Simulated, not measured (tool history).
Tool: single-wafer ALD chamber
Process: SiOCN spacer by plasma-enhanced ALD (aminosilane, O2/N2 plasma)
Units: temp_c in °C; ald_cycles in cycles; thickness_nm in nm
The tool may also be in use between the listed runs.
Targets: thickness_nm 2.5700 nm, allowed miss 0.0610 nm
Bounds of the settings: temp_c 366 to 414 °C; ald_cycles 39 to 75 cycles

Run 1, hour 0.0: temp_c 390 °C, ald_cycles 57 cycles. Result: thickness_nm 3.4262 nm.
Run 2, hour 3.2: temp_c 390 °C, ald_cycles 55 cycles. Result: thickness_nm 3.2947 nm.
Run 3, hour 6.6: temp_c 381 °C, ald_cycles 55 cycles. Result: thickness_nm 3.2926 nm.
Run 4, hour 13.9: temp_c 381 °C, ald_cycles 58 cycles. Result: thickness_nm 3.4772 nm.
At hour 15.9: thermocouple changed; heater temperature recalibrated.
Run 5, hour 15.9: temp_c 373 °C, ald_cycles 58 cycles. Result: thickness_nm 3.4707 nm.
Run 6, hour 22.9: temp_c 384 °C, ald_cycles 58 cycles. Result: thickness_nm 3.4713 nm.
Run 7, hour 28.7: temp_c 384 °C, ald_cycles 56 cycles. Result: thickness_nm 3.3363 nm.
Run 8, hour 34.6: temp_c 384 °C, ald_cycles 54 cycles. Result: thickness_nm 3.2343 nm.
Run 9, hour 40.9: temp_c 384 °C, ald_cycles 52 cycles. Result: thickness_nm 3.1077 nm.
Run 10, hour 43.6: temp_c 384 °C, ald_cycles 50 cycles. Result: thickness_nm 2.9831 nm.
Run 11, hour 49.5: temp_c 384 °C, ald_cycles 41 cycles. Result: thickness_nm 2.4587 nm.

Which of these 5 next moves meets every target?
Run A, hour 55.4: temp_c 388 °C, ald_cycles 46 cycles. Result: thickness_nm ?.
Run B, hour 55.4: temp_c 380 °C, ald_cycles 46 cycles. Result: thickness_nm ?.
Run C, hour 55.4: temp_c 391 °C, ald_cycles 43 cycles. Result: thickness_nm ?.
Run D, hour 55.4: temp_c 389 °C, ald_cycles 46 cycles. Result: thickness_nm ?.
Run E, hour 55.4: temp_c 379 °C, ald_cycles 40 cycles. Result: thickness_nm ?.

move  thickness_nm
   A        2.7612
   B        2.7612
   C        2.5811
   D        2.7612
   E        2.4010
A: takes the result that was furthest off past its target
B: takes the result that was furthest off past its target
C: meets every target
D: takes the result that was furthest off past its target
E: further off than the last run
Answer: C
